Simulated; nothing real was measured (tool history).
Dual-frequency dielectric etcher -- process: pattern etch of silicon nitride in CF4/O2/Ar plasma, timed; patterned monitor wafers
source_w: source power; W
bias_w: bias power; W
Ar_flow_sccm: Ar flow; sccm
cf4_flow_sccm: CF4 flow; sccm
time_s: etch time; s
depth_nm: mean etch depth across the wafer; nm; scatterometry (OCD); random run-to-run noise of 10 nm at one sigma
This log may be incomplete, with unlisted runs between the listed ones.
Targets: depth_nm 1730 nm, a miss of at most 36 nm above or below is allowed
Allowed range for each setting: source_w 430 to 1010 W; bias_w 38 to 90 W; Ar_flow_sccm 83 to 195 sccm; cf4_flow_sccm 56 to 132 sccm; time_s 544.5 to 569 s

| run | hour | source_w | bias_w | Ar_flow_sccm | cf4_flow_sccm | time_s | depth_nm |
|---|---|---|---|---|---|---|---|
| 1 | 0 | 720 | 64 | 139 | 94 | 544.5 | 1471.5 |
| 2 | 1.1 | 730 | 64 | 139 | 94 | 544.5 | 1481.3 |
| 3 | 7.9 | 730 | 75 | 139 | 94 | 544.5 | 1573 |
| 4 | 12 | 730 | 70 | 139 | 94 | 544.5 | 1536.3 |
| 5 | 20.8 | 740 | 70 | 139 | 94 | 544.5 | 1557.5 |
| 6 | 23.5 | 750 | 70 | 139 | 94 | 544.5 | 1561.8 |
| 7 | 29.8 | 760 | 70 | 139 | 94 | 544.5 | 1572.4 |
| 8 | 34 | 770 | 70 | 139 | 94 | 544.5 | 1594.6 |
| 9 | 40.4 | 780 | 70 | 139 | 94 | 544.5 | 1604.6 |
| 10 | 41.9 | 790 | 70 | 139 | 94 | 544.5 | 1619 |

Pick the move, out of 5, that brings all results within their allowed miss; only one does.
| A | 43.4 | 720 | 73 | 143 | 91 | 544.5 | ? |
| B | 43.4 | 610 | 89 | 166 | 96 | 555 | ? |
| C | 43.4 | 770 | 75 | 134 | 93 | 567 | ? |
| D | 43.4 | 920 | 68 | 128 | 87 | 548 | ? |
| E | 43.4 | 800 | 67 | 145 | 98 | 552 | ? |

| move | depth_nm |
|---|---|
| A | 1544.5 |
| B | 1478.4 |
| C | 1735.6 |
| D | 1860.3 |
| E | 1660.9 |
A: moves away from the targets compared with the last run
B: moves away from the targets compared with the last run
C: all results in spec
D: moves the result that the last run missed by most past its target, out the other side
E: gains on the last run, yet a result remains outside its allowed miss
The right move is C.
